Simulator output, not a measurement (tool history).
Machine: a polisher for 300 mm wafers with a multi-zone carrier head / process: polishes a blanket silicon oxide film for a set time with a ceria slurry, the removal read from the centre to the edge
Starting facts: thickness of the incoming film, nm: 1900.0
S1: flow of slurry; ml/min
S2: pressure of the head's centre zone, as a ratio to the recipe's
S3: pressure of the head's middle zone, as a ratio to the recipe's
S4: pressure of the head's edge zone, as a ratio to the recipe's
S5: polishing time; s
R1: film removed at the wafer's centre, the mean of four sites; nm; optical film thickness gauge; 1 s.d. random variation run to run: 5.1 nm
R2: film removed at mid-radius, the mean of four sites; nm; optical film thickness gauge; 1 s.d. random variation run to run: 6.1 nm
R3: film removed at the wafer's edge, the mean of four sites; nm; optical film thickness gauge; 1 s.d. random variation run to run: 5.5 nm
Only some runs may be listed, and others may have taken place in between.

run,hour,S1,S2,S3,S4,S5,R1,R2,R3
1,0,170,1,1,1,89,497.86,481.07,478.83
2,5.6,180,1.02,1.02,1.02,90,519.92,501.9,503
3,10.1,200,1.02,1.02,1.02,90,521.13,502.01,510.15
4,15.6,225,1.02,1.02,1.02,90,534.3,523.42,512.25
5,22,225,1.02,1.02,1.05,90,537.74,508.05,519.92
6,26.4,225,1.02,1.02,1.05,107,635.31,611.28,611.72
7,29.8,230,1.03,1.02,1.04,107,633.47,620.44,615.13
8,38,230,1.03,1.02,1.04,107,637.29,617.8,614.78

What will run 9 give?
9,44.9,235,1.04,1.02,1.02,107,?,?,?

{"run 9": {"R1": 656.39, "R2": 620.62, "R3": 610.51}}
